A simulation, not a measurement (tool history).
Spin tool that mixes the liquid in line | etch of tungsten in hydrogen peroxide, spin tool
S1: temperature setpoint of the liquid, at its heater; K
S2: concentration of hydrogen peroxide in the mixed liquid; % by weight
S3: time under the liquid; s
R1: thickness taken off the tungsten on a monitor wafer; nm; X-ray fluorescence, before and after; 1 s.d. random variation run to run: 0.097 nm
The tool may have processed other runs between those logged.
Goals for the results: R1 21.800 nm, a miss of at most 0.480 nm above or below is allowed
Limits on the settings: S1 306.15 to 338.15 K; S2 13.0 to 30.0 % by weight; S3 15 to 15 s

Run 1, hour 0.0: S1 322.15 K, S2 25.0 % by weight, S3 15 s. Result: R1 27.724 nm.
Run 2, hour 8.9: S1 322.15 K, S2 28.0 % by weight, S3 15 s. Result: R1 29.049 nm.
Run 3, hour 14.2: S1 325.65 K, S2 28.0 % by weight, S3 15 s. Result: R1 36.203 nm.
Run 4, hour 22.5: S1 325.65 K, S2 30.0 % by weight, S3 15 s. Result: R1 37.775 nm.
Run 5, hour 31.1: S1 323.15 K, S2 30.0 % by weight, S3 15 s. Result: R1 32.135 nm.
Run 6, hour 38.6: S1 321.15 K, S2 30.0 % by weight, S3 15 s. Result: R1 28.346 nm.
Run 7, hour 46.7: S1 321.15 K, S2 30.0 % by weight, S3 15 s. Result: R1 28.191 nm.
Run 8, hour 49.9: S1 316.15 K, S2 30.0 % by weight, S3 15 s. Result: R1 20.659 nm.

Exactly one of the 4 candidate moves below puts every result within its allowed miss. Which one?
Run A, hour 53.1: S1 316.15 K, S2 29.5 % by weight, S3 15 s. Result: R1 ?.
Run B, hour 53.1: S1 317.65 K, S2 27.0 % by weight, S3 15 s. Result: R1 ?.
Run C, hour 53.1: S1 316.15 K, S2 26.5 % by weight, S3 15 s. Result: R1 ?.
Run D, hour 53.1: S1 314.65 K, S2 30.0 % by weight, S3 15 s. Result: R1 ?.

move      R1
   A  20.620
   B  21.700
   C  19.543
   D  18.886
A: about as far from the targets as the last run
B: all results land within tolerance of their targets
C: further off than the last run
D: further off than the last run
B is the move that brings every result within its allowed miss.
